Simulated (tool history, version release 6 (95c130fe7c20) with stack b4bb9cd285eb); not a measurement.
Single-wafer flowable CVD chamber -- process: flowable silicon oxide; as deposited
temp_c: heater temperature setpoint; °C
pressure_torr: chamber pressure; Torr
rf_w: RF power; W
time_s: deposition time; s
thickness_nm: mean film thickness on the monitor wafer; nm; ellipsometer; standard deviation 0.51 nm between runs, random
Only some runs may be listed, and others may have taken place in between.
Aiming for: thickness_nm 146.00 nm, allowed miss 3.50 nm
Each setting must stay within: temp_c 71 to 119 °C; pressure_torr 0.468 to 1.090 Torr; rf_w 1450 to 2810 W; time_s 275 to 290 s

Run 1, day 0.000: temp_c 95 °C, pressure_torr 0.779 Torr, rf_w 2130 W, time_s 290 s. Result: thickness_nm 234.17 nm.
Run 2, day 0.100: temp_c 97 °C, pressure_torr 0.778 Torr, rf_w 2130 W, time_s 290 s. Result: thickness_nm 220.88 nm.
Run 3, day 0.146: temp_c 97 °C, pressure_torr 0.778 Torr, rf_w 2130 W, time_s 275 s. Result: thickness_nm 209.76 nm.
Run 4, day 0.250: temp_c 97 °C, pressure_torr 0.665 Torr, rf_w 2130 W, time_s 275 s. Result: thickness_nm 185.93 nm.
Run 5, day 0.429: temp_c 98 °C, pressure_torr 0.665 Torr, rf_w 2130 W, time_s 275 s. Result: thickness_nm 179.79 nm.
Run 6, day 0.604: temp_c 98 °C, pressure_torr 0.665 Torr, rf_w 2130 W, time_s 290 s. Result: thickness_nm 189.33 nm.
Run 7, day 0.962: temp_c 99 °C, pressure_torr 0.665 Torr, rf_w 2130 W, time_s 290 s. Result: thickness_nm 184.29 nm.
Run 8, day 1.279: temp_c 108 °C, pressure_torr 0.663 Torr, rf_w 2130 W, time_s 290 s. Result: thickness_nm 141.66 nm.
At day 1.617: thermocouple changed; heater temperature recalibrated.
Run 9, day 1.617: temp_c 107 °C, pressure_torr 0.663 Torr, rf_w 2130 W, time_s 290 s. Result: thickness_nm 123.43 nm.
Run 10, day 1.900: temp_c 106 °C, pressure_torr 0.663 Torr, rf_w 2130 W, time_s 290 s. Result: thickness_nm 126.32 nm.

5 next moves are on the table. One of them brings every result within its allowed miss. Which?
Run A, day 2.183: temp_c 102 °C, pressure_torr 0.813 Torr, rf_w 1660 W, time_s 290 s. Result: thickness_nm ?.
Run B, day 2.183: temp_c 99 °C, pressure_torr 0.668 Torr, rf_w 2170 W, time_s 290 s. Result: thickness_nm ?.
Run C, day 2.183: temp_c 99 °C, pressure_torr 0.665 Torr, rf_w 2200 W, time_s 285 s. Result: thickness_nm ?.
Run D, day 2.183: temp_c 102 °C, pressure_torr 0.685 Torr, rf_w 2220 W, time_s 289 s. Result: thickness_nm ?.
Run E, day 2.183: temp_c 112 °C, pressure_torr 0.638 Torr, rf_w 2240 W, time_s 280 s. Result: thickness_nm ?.

move  thickness_nm
   A        157.16
   B        157.69
   C        154.86
   D        147.41
   E        101.12
A: pushes the last run's worst result past its target
B: pushes the last run's worst result past its target
C: pushes the last run's worst result past its target
D: meets every target
E: lands further from the targets than the last run did
Move D is the one to make.
